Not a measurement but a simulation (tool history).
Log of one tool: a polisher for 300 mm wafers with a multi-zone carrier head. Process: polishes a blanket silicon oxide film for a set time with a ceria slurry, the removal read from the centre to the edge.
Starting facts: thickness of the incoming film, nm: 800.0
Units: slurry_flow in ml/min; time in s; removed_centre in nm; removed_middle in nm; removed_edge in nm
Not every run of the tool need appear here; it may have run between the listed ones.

{"run": 1, "hour": 0.0, "slurry_flow": 295, "centre_zone": 1.0, "middle_zone": 1.0, "edge_zone": 1.0, "time": 45, "removed_centre": 251.25, "removed_middle": 250.82, "removed_edge": 251.17}
{"run": 2, "hour": 2.7, "slurry_flow": 295, "centre_zone": 1.0, "middle_zone": 0.92, "edge_zone": 1.0, "time": 45, "removed_centre": 257.75, "removed_middle": 239.9, "removed_edge": 248.65}
{"run": 3, "hour": 6.1, "slurry_flow": 295, "centre_zone": 1.0, "middle_zone": 0.92, "edge_zone": 1.0, "time": 41, "removed_centre": 229.61, "removed_middle": 218.67, "removed_edge": 231.08}
{"run": 4, "hour": 7.0, "slurry_flow": 295, "centre_zone": 1.0, "middle_zone": 0.92, "edge_zone": 1.06, "time": 41, "removed_centre": 230.37, "removed_middle": 212.33, "removed_edge": 237.15}
{"run": 5, "hour": 11.6, "slurry_flow": 290, "centre_zone": 0.99, "middle_zone": 0.92, "edge_zone": 1.03, "time": 39, "removed_centre": 217.79, "removed_middle": 210.14, "removed_edge": 220.18}
{"run": 6, "hour": 16.7, "slurry_flow": 290, "centre_zone": 0.99, "middle_zone": 0.96, "edge_zone": 1.03, "time": 39, "removed_centre": 219.32, "removed_middle": 214.32, "removed_edge": 219.68}

What does the tool deliver on the next run?
{"run": 7, "hour": 18.7, "slurry_flow": 285, "centre_zone": 0.97, "middle_zone": 0.95, "edge_zone": 1.02, "time": 37, "removed_centre": "?", "removed_middle": "?", "removed_edge": "?"}

{"run 7": {"removed_centre": 202.91, "removed_middle": 198.26, "removed_edge": 206.97}}
